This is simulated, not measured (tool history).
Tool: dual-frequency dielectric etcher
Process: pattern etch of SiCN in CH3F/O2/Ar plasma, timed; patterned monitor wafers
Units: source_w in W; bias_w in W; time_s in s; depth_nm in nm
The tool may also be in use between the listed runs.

Run 1, hour 0.0: source_w 420 W, bias_w 104 W, time_s 70 s. Result: depth_nm 31.103 nm.
Run 2, hour 1.6: source_w 380 W, bias_w 95 W, time_s 70 s. Result: depth_nm 29.356 nm.
Run 3, hour 6.8: source_w 380 W, bias_w 95 W, time_s 70 s. Result: depth_nm 29.178 nm.
Run 4, hour 12.0: source_w 380 W, bias_w 95 W, time_s 73 s. Result: depth_nm 30.470 nm.
Run 5, hour 14.9: source_w 430 W, bias_w 95 W, time_s 73 s. Result: depth_nm 32.014 nm.
Run 6, hour 21.1: source_w 430 W, bias_w 95 W, time_s 73 s. Result: depth_nm 31.995 nm.

Run 7 comes next. What will it give?
At hour 22.9: wet clean of the chamber.
Run 7, hour 22.9: source_w 400 W, bias_w 84 W, time_s 72 s. Result: depth_nm ?.

{"run 7": {"depth_nm": 30.276}}
